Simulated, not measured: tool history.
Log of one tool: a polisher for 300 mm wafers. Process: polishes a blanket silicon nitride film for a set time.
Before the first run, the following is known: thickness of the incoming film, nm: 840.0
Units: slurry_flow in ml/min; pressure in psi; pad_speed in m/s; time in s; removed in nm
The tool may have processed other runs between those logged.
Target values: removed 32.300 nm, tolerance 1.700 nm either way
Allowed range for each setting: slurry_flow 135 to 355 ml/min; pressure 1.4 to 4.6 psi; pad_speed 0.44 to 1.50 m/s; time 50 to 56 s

| run | hour | slurry_flow | pressure | pad_speed | time | removed |
|---|---|---|---|---|---|---|
| 1 | 0.0 | 225 | 3.0 | 0.96 | 56 | 61.844 |
| 2 | 8.4 | 225 | 3.0 | 0.96 | 50 | 56.600 |
| 3 | 15.4 | 225 | 2.7 | 0.94 | 50 | 49.012 |
| 4 | 17.0 | 225 | 2.7 | 0.94 | 50 | 49.592 |
| 5 | 22.9 | 225 | 2.5 | 0.94 | 50 | 46.891 |
| 6 | 30.2 | 225 | 2.5 | 1.06 | 50 | 52.208 |
| 7 | 33.3 | 225 | 2.3 | 1.04 | 50 | 47.583 |
| 8 | 41.9 | 220 | 1.5 | 0.94 | 50 | 28.275 |

4 candidate next runs follow, results not yet known. Just one meets every target within its allowed miss. Identify it.
| A | 50.5 | 245 | 1.6 | 1.22 | 50 | ? |
| B | 50.5 | 220 | 1.6 | 1.02 | 55 | ? |
| C | 50.5 | 210 | 1.6 | 1.08 | 54 | ? |
| D | 50.5 | 195 | 1.5 | 1.14 | 50 | ? |

| move | removed |
|---|---|
| A | 37.759 |
| B | 35.507 |
| C | 36.260 |
| D | 32.628 |
A: moves the result that the last run missed by most past its target, out the other side
B: moves the result that the last run missed by most past its target, out the other side
C: moves the result that the last run missed by most past its target, out the other side
D: hits every target within its allowed miss
The right move is D.
